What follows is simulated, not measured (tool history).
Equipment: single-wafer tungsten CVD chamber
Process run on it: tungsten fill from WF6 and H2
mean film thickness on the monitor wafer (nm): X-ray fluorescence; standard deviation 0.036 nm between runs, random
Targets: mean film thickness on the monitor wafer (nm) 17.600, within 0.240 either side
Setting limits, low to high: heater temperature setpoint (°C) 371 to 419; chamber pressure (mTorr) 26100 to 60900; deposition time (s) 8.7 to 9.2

run  hour  heater temperature setpoint (°C)  chamber pressure (mTorr)  deposition time (s)  mean film thickness on the monitor wafer (nm)
  1   0.0                               395                     43500                  9.2                                         26.416
  2   4.8                               395                     43500                  9.2                                         26.312
  3  11.3                               388                     43400                  9.2                                         22.618
  4  13.9                               394                     43400                  9.2                                         25.871
  5  22.5                               394                     40400                  9.2                                         24.786
  6  27.0                               389                     40300                  9.2                                         22.290
  7  30.1                               385                     40200                  9.2                                         20.304
  8  32.1                               383                     40200                  9.2                                         19.398
  9  34.9                               383                     40200                  9.2                                         19.480
 10  36.9                               382                     40200                  9.2                                         19.040
 11  40.2                               381                     40200                  9.2                                         18.587
 12  42.4                               380                     40200                  9.2                                         18.248

Next run, 4 choices. One meets every target within its allowed miss, the rest don't. Which?
  A  44.6                               382                     39700                  9.2                                              ?
  B  44.6                               392                     28500                  8.7                                              ?
  C  44.6                               376                     47800                  8.7                                              ?
  D  44.6                               385                     34600                  8.7                                              ?

move  mean film thickness on the monitor wafer (nm)
   A                                         18.937
   B                                         18.217
   C                                         17.302
   D                                         17.654
A: further off than the last run
B: as far off as the last run
C: the result that was furthest off in the last run now lies on the other side of its target
D: in spec on every target
D meets every target.
